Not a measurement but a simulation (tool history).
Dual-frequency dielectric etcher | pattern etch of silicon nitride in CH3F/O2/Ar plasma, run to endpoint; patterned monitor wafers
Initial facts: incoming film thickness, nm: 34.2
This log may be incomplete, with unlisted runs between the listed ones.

run	day	source power (kW)	bias power (kW)	endpoint time (s)
1	0.000	0.440	0.078	44.476
2	0.054	0.390	0.073	48.602
3	0.388	0.360	0.072	51.073
4	0.638	0.420	0.072	48.148
5	0.692	0.420	0.065	49.085
6	0.879	0.400	0.064	50.600

The next listed run, before its measurement:
7	1.142	0.380	0.063	?

Run 7 gave endpoint time (s) 52.689.
